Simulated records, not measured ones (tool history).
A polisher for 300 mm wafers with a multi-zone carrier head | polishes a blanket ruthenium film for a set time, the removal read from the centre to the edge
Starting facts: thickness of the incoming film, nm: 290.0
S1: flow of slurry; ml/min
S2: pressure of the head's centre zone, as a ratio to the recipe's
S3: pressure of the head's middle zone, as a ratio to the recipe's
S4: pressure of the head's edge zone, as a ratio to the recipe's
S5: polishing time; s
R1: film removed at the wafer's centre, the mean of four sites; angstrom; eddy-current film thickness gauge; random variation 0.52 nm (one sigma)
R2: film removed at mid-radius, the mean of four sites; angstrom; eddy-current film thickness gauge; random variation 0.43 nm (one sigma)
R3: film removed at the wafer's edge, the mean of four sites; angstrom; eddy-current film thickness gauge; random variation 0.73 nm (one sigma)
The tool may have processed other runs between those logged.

run,hour,S1,S2,S3,S4,S5,R1,R2,R3
1,0.0,285,1.00,1.00,1.00,69,835.20,861.07,856.38
2,7.4,280,0.99,0.97,0.97,65,779.49,783.34,771.64
3,11.6,335,0.99,0.97,0.97,65,794.57,808.52,797.03
4,16.2,335,0.99,0.90,0.97,65,804.16,748.39,813.20
5,17.8,275,0.99,0.90,0.97,65,769.01,741.93,787.16
6,20.6,210,0.99,0.90,0.97,65,760.82,723.74,783.79
7,22.8,210,0.98,0.89,0.95,62,713.72,670.23,734.26

What will run 8 give?
# hour 25.0: slurry nozzle cleaned
8,25.0,230,0.93,0.89,0.85,50,?,?,?

{"run 8": {"R1": 577.21, "R2": 566.32, "R3": 567.54}}

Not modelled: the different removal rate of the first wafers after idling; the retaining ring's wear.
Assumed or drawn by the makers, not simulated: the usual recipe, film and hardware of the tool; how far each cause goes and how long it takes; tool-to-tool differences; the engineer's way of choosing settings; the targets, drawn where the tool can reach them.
